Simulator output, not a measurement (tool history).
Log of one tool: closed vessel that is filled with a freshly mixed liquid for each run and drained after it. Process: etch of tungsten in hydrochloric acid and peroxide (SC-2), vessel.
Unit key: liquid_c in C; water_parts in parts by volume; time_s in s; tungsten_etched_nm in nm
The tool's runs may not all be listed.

run 1 hour=0.0 | liquid_c=51 water_parts=8.5 time_s=100 | tungsten_etched_nm=27.261
run 2 hour=1.6 | liquid_c=51 water_parts=8.5 time_s=100 | tungsten_etched_nm=27.553
run 3 hour=3.9 | liquid_c=51 water_parts=8.5 time_s=100 | tungsten_etched_nm=27.304
run 4 hour=12.6 | liquid_c=51 water_parts=8.5 time_s=100 | tungsten_etched_nm=27.405
run 5 hour=21.6 | liquid_c=49 water_parts=8.5 time_s=100 | tungsten_etched_nm=24.051
run 6 hour=23.7 | liquid_c=46 water_parts=8.5 time_s=100 | tungsten_etched_nm=19.374

What does the tool deliver on the next run?
run 7 hour=27.3 | liquid_c=45 water_parts=8.5 time_s=100 | tungsten_etched_nm=?

tungsten_etched_nm: 18.141 nm

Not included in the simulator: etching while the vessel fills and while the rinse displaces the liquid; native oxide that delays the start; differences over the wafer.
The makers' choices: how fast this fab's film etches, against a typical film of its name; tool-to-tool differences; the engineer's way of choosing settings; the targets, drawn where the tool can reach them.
